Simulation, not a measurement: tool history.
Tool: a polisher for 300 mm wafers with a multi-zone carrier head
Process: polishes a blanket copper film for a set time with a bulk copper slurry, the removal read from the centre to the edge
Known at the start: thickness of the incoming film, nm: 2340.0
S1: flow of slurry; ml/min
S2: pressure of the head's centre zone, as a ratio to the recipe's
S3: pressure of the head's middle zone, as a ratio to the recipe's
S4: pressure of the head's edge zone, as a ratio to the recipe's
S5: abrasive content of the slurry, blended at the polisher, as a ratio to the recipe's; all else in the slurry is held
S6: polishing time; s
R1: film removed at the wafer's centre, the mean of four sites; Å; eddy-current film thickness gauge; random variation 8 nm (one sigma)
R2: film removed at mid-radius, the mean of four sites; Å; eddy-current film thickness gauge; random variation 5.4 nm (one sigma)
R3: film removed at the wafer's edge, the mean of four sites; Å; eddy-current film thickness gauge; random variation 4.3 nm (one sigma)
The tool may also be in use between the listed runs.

Run 1, hour 0.0: S1 230 ml/min, S2 1.00, S3 1.00, S4 1.00, S5 1.00, S6 47 s. Result: R1 3815.1 Å, R2 3949.3 Å, R3 3802.4 Å.
Run 2, hour 7.4: S1 235 ml/min, S2 1.02, S3 0.98, S4 1.03, S5 1.10, S6 49 s. Result: R1 4119.3 Å, R2 4008.0 Å, R3 4157.6 Å.
Run 3, hour 11.9: S1 235 ml/min, S2 1.02, S3 0.98, S4 1.00, S5 1.10, S6 49 s. Result: R1 4138.7 Å, R2 4053.9 Å, R3 4074.3 Å.
Run 4, hour 12.8: S1 240 ml/min, S2 1.04, S3 0.99, S4 1.03, S5 1.15, S6 51 s. Result: R1 4388.0 Å, R2 4288.3 Å, R3 4334.0 Å.
Run 5, hour 19.3: S1 240 ml/min, S2 1.04, S3 0.99, S4 0.99, S5 1.15, S6 51 s. Result: R1 4398.6 Å, R2 4247.9 Å, R3 4263.6 Å.
Run 6, hour 20.5: S1 220 ml/min, S2 1.04, S3 0.99, S4 0.99, S5 1.15, S6 51 s. Result: R1 4366.8 Å, R2 4224.6 Å, R3 4257.7 Å.
Run 7, hour 23.9: S1 220 ml/min, S2 1.06, S3 0.99, S4 1.01, S5 1.20, S6 53 s. Result: R1 4725.8 Å, R2 4425.2 Å, R3 4482.7 Å.

The next listed run, before its measurement:
Run 8, hour 32.0: S1 225 ml/min, S2 1.07, S3 0.99, S4 1.04, S5 1.25, S6 54 s. Result: R1 ?, R2 ?, R3 ?.

R1: 4838.2 Å
R2: 4515.8 Å
R3: 4668.4 Å
